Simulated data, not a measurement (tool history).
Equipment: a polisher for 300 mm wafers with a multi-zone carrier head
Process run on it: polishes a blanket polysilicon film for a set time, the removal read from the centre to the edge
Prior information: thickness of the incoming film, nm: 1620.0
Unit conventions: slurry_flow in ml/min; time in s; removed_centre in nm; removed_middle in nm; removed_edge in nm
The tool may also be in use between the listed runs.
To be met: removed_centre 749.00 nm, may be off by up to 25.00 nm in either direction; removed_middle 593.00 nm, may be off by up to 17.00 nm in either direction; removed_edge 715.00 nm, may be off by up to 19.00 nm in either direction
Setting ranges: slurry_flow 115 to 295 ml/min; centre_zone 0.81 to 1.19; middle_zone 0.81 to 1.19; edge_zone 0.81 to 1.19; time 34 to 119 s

run	hour	slurry_flow	centre_zone	middle_zone	edge_zone	time	removed_centre	removed_middle	removed_edge
1	0.0	190	1.00	1.00	1.00	76	512.32	511.96	518.06
2	6.9	190	1.00	0.95	1.00	76	510.29	486.50	518.72
3	13.7	190	0.92	0.95	1.00	76	475.17	486.93	524.58
4	20.6	190	0.92	1.00	1.00	76	476.31	508.51	522.52
5	29.4	200	0.97	0.97	1.03	80	528.62	526.27	555.60
6	31.3	200	0.97	0.97	1.11	80	518.90	523.97	579.12
7	39.1	205	1.01	0.95	1.12	83	574.65	544.63	611.61
8	46.7	215	1.03	0.94	1.13	84	596.58	555.58	624.21
9	52.6	225	1.05	0.92	1.14	85	613.96	544.56	636.53
# hour 57.5: worn pad replaced by a new one
10	57.5	230	1.07	0.92	1.15	86	695.87	608.22	707.15
11	61.4	230	1.08	0.90	1.14	86	697.36	597.51	700.85
12	66.8	235	1.09	0.89	1.13	85	701.66	589.15	693.48
13	69.8	240	1.10	0.88	1.13	85	710.34	583.30	695.46

Which of these 4 next moves meets every target?
A	72.8	235	1.15	0.89	1.16	86	?	?	?
B	72.8	250	1.10	0.83	1.11	85	?	?	?
C	72.8	245	1.18	0.83	1.12	89	?	?	?
D	72.8	265	1.04	0.85	1.13	85	?	?	?

move	removed_centre	removed_middle	removed_edge
A	743.34	588.96	708.48
B	710.39	553.89	688.99
C	792.08	578.34	723.41
D	679.35	568.70	698.60
A: each result inside its tolerance
B: its largest miss is bigger than the last run's
C: pushes the last run's worst result past its target
D: its largest miss is bigger than the last run's
Move A is the one to make.
